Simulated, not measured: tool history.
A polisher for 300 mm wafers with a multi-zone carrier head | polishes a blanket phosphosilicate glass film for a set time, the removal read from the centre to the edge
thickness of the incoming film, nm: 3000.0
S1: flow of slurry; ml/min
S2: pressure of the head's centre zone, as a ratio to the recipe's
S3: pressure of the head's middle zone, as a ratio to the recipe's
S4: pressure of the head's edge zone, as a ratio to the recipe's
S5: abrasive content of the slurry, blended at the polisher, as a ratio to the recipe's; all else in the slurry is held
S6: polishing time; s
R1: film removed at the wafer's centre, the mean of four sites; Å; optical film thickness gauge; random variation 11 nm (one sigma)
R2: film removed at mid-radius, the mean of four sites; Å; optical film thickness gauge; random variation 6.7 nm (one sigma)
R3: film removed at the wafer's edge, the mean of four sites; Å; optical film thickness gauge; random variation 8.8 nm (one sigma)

Run 1, day 0: S1 220 ml/min, S2 1, S3 1, S4 1, S5 1, S6 80 s. Result: R1 10577 Å, R2 10164 Å, R3 10209 Å.
Run 2, day 0.079: S1 185 ml/min, S2 1, S3 1, S4 1, S5 1, S6 80 s. Result: R1 10287 Å, R2 10012 Å, R3 10040 Å.
Run 3, day 0.379: S1 180 ml/min, S2 0.99, S3 0.98, S4 0.98, S5 1, S6 80 s. Result: R1 10101 Å, R2 9828.7 Å, R3 9988.2 Å.
Run 4, day 0.604: S1 180 ml/min, S2 0.99, S3 0.97, S4 0.96, S5 0.95, S6 80 s. Result: R1 9811.9 Å, R2 9510 Å, R3 9624.3 Å.
Run 5, day 0.867: S1 180 ml/min, S2 0.99, S3 0.97, S4 1.02, S5 0.95, S6 80 s. Result: R1 9925.9 Å, R2 9515.5 Å, R3 9912.6 Å.
Run 6, day 0.979: S1 180 ml/min, S2 0.99, S3 0.89, S4 1.02, S5 0.95, S6 80 s. Result: R1 9919.9 Å, R2 8899.6 Å, R3 9938.1 Å.
Run 7, day 1.104: S1 180 ml/min, S2 0.99, S3 0.89, S4 0.99, S5 0.95, S6 80 s. Result: R1 9882.8 Å, R2 8733.9 Å, R3 10002 Å.
Run 8, day 1.158: S1 175 ml/min, S2 1, S3 0.91, S4 0.97, S5 0.9, S6 80 s. Result: R1 9702.1 Å, R2 8866.3 Å, R3 9513.6 Å.

Run 9 comes next. What will it give?
Run 9, day 1.267: S1 170 ml/min, S2 1, S3 0.91, S4 0.96, S5 0.9, S6 80 s. Result: R1 ?, R2 ?, R3 ?.

R1: 9710.6 Å
R2: 8629.6 Å
R3: 9503.6 Å
